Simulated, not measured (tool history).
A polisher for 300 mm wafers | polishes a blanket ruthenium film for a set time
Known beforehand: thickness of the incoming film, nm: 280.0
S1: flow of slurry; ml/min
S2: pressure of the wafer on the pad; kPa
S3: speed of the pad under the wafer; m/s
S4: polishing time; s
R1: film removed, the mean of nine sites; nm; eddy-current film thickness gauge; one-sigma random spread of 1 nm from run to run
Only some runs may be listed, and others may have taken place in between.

run  hour   S1    S2    S3  S4      R1
  1   0.0  125  11.7  0.98  63  63.634
  2   8.4  105  11.7  0.98  63  60.396
  3   9.1  125  11.7  0.98  63  62.411
  4  10.8  110  11.7  0.98  63  60.664
  5  18.9  110  13.1  0.98  63  67.849
  6  23.8  120  13.8  0.98  63  72.536

Run 7 comes next. What will it give?
     25.5  -- head pressure recalibrated
  7  25.5  130  16.5  1.00  63   ?

Run 7 produced R1 92.991 nm.
